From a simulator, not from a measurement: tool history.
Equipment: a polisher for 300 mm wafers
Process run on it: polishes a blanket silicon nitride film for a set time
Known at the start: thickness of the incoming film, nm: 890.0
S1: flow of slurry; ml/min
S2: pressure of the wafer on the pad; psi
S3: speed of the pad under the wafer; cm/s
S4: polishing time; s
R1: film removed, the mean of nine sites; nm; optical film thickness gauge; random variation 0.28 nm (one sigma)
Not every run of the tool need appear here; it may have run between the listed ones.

run,hour,S1,S2,S3,S4,R1
1,0.0,315,2.6,132,21,33.565
2,5.9,315,2.6,132,21,33.250
3,14.0,315,2.6,132,19,30.051
4,19.4,315,2.8,132,19,32.641
5,23.2,315,2.2,132,19,25.905
6,28.0,355,2.2,132,19,26.130
7,34.6,355,2.4,132,19,28.273
8,39.9,355,2.6,132,19,30.837
9,44.5,355,2.8,132,19,32.899
10,46.3,355,3.0,132,19,35.159
11,52.7,355,3.0,132,19,35.337
12,53.7,355,3.1,132,19,36.118
13,54.5,355,3.2,132,19,37.975

The next listed run, before its measurement:
14,63.3,355,3.3,132,19,?

Logged for run 14: R1 38.747 nm.
